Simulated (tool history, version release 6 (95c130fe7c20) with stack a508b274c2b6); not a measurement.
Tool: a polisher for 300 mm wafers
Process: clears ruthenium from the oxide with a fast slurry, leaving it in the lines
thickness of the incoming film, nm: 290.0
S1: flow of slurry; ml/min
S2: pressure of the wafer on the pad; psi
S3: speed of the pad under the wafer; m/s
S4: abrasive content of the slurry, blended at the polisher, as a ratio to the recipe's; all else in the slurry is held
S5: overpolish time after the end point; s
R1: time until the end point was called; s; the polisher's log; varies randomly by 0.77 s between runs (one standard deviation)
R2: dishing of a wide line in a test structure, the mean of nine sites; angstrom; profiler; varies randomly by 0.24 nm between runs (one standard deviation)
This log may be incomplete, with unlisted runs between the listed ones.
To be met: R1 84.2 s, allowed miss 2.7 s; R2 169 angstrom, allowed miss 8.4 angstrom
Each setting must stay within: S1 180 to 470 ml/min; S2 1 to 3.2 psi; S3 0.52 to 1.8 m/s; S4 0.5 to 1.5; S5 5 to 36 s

run   hour   S1   S2    S3    S4  S5      R1      R2
  1      0  300  2.1  1.16     1  18  76.958  520.47
  2    3.8  300  2.1  1.16     1  11   77.22  320.03
  3   12.4  270  2.1  1.16     1  11  79.065  318.42
  4   19.9  310    2  1.16     1  10  80.421  287.89
  5   22.9  310  1.8  1.16     1  10  87.105  266.58
  6   26.1  340  1.7  1.18     1   9  89.294  241.38
  7   29.2  365  1.6   1.2     1   8  91.201  202.08
  8   30.4  375  1.6   1.2     1   7  90.051  178.61
  9   35.5  380  1.6   1.2     1   7  89.689  179.32
 10   36.9  385  1.6   1.2     1   7  90.439  187.35
 11   39.2  395  1.6   1.2     1   7  91.803  182.35
 12     40  400  1.6   1.2     1   7  90.911  181.91
 13   41.7  405  1.6   1.2     1   7  89.987  179.69
 14   47.9  415  1.6   1.2     1   7  90.002  184.28
 15   56.2  420  1.6   1.2     1   7  90.399   187.1
 16   56.9  420  1.6  1.22     1   7  90.518  188.33
 17   61.5  425  1.7   1.2  1.05   5  84.485  141.07
 18   64.8  410  1.7   1.2  1.05   5  84.694  137.41
 19   65.4  395  1.7   1.2  1.05   5  84.408  139.87
 20   73.7  390  1.8  1.22     1   5  80.902  142.23
 21   81.1  380  1.8  1.22     1   5  81.632  143.71
 22   86.9  355  1.7  1.22     1   9  85.808   237.7
 23   95.4  370  1.7   1.2  1.05   9  84.248  245.53
 24   97.6  380  1.8  1.18  1.05   9  82.087  250.93
 25  105.5  380  1.8  1.18     1   9  84.901  252.34

Consider the 4 candidate settings below. Which is the only one whose results all fall within their allowed miss of target?
  A  113.4  400  1.9  1.06     1   7   ?   ?
  B  113.4  295  1.9  1.12   1.1   5   ?   ?
  C  113.4  325  2.3  1.04  0.85   6   ?   ?
  D  113.4  400  2.4  1.12   0.7   8   ?   ?

move      R1      R2
   A  89.061  186.26
   B  83.947  142.46
   C  85.213  167.53
   D  83.895  224.15
A: closer than the last run, but not yet in spec
B: takes the biggest miss from the last run beyond its target
C: each result inside its tolerance
D: closer than the last run, but not yet in spec
Correct choice: C, which meets every target
